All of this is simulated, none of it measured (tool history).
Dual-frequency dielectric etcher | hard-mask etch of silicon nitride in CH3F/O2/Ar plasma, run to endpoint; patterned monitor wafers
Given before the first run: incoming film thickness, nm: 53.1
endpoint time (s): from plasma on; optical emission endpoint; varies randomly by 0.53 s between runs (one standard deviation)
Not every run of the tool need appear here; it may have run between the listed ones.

run 1 hour=0.0 | source_power_(kW)=0.430 bias_power_(kW)=0.089 | endpoint_time_(s)=69.951
run 2 hour=1.9 | source_power_(kW)=0.400 bias_power_(kW)=0.087 | endpoint_time_(s)=72.437
run 3 hour=10.9 | source_power_(kW)=0.400 bias_power_(kW)=0.082 | endpoint_time_(s)=74.883
run 4 hour=17.1 | source_power_(kW)=0.340 bias_power_(kW)=0.082 | endpoint_time_(s)=78.943
run 5 hour=21.1 | source_power_(kW)=0.340 bias_power_(kW)=0.094 | endpoint_time_(s)=72.259
run 6 hour=23.8 | source_power_(kW)=0.320 bias_power_(kW)=0.092 | endpoint_time_(s)=75.714
run 7 hour=29.0 | source_power_(kW)=0.310 bias_power_(kW)=0.091 | endpoint_time_(s)=76.121

Run 8 is up next; what results do you expect?
run 8 hour=37.0 | source_power_(kW)=0.300 bias_power_(kW)=0.090 | endpoint_time_(s)=?

endpoint time (s): 77.308

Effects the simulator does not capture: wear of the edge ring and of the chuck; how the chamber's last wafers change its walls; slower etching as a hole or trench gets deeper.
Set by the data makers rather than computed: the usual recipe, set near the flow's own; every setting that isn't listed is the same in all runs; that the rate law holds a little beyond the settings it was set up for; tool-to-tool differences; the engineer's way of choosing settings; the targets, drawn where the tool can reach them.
